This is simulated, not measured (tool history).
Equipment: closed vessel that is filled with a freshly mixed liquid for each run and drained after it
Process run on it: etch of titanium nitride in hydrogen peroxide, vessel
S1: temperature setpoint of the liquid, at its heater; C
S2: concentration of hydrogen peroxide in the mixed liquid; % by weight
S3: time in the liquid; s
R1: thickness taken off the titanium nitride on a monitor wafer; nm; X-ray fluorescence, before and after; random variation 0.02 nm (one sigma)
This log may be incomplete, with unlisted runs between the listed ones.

{"run": 1, "hour": 0.0, "S1": 56.0, "S2": 19, "S3": 30, "R1": 1.8489}
{"run": 2, "hour": 3.0, "S1": 57.5, "S2": 19, "S3": 30, "R1": 2.0423}
{"run": 3, "hour": 10.7, "S1": 59.0, "S2": 19, "S3": 30, "R1": 2.2663}
{"run": 4, "hour": 13.4, "S1": 60.0, "S2": 19, "S3": 30, "R1": 2.4357}
{"run": 5, "hour": 14.3, "S1": 61.0, "S2": 19, "S3": 30, "R1": 2.5907}
{"run": 6, "hour": 16.4, "S1": 58.0, "S2": 19, "S3": 30, "R1": 2.1474}

The next listed run, before its measurement:
{"run": 7, "hour": 20.5, "S1": 59.5, "S2": 19, "S3": 30, "R1": "?"}

{"run 7": {"R1": 2.3497}}
